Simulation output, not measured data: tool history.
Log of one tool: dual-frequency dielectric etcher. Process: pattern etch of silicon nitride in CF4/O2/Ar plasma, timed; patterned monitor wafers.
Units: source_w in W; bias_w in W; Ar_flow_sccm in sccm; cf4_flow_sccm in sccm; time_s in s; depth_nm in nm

run	hour	source_w	bias_w	Ar_flow_sccm	cf4_flow_sccm	time_s	depth_nm
1	0	640	39	116	82	370.5	803.47
2	1.3	640	39	100	82	370.5	825.51
3	2.3	640	39	100	71	370.5	808.93
4	7.4	640	39	100	80	370.5	823.7
5	11.7	690	39	100	80	370.5	869.18
# hour 19.5: Ar flow controller replaced
6	19.5	690	44	100	80	370.5	916.98
7	26.1	720	44	100	80	370.5	939.27
8	31.1	750	44	100	80	370.5	968.84
9	35.3	770	44	100	80	370.5	985.9
10	41.6	780	44	100	80	370.5	992.59
11	47.5	780	44	100	80	370.5	993.73
12	52.4	790	44	100	80	370.5	1000.3

Run 13 comes next. What will it give?
13	58	800	44	100	80	370.5	?

Run 13 gave depth_nm 1013.7 nm.
